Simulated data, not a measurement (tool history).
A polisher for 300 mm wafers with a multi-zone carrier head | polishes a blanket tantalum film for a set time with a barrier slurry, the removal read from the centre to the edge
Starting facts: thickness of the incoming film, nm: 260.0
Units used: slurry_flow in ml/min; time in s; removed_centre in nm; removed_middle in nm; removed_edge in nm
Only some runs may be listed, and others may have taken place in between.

run,day,slurry_flow,centre_zone,middle_zone,edge_zone,slurry_solids,time,removed_centre,removed_middle,removed_edge
1,0,295,1,1,1,1,68,65.294,69.996,67.332
2,0.362,295,1,0.95,1,1,68,67.776,69.504,67.396
3,0.721,295,0.93,0.95,1,1,68,63.772,67.716,68.303
4,0.904,295,0.93,0.92,1,1,68,64.08,64.971,68.165
5,1.275,260,0.93,0.92,1,1,68,63.212,62.452,66.454
6,1.421,205,0.93,0.92,1,1,68,58.307,61.467,66.553
7,1.688,215,0.94,0.93,0.98,0.95,66,58.571,60.049,61.307
8,1.796,210,0.93,0.94,0.98,0.9,65,55.116,57.89,61.795

Predict the results of run 9:
9,2.146,215,0.94,0.95,0.96,0.85,62,?,?,?

removed_centre: 54.556 nm
removed_middle: 55.059 nm
removed_edge: 56.958 nm
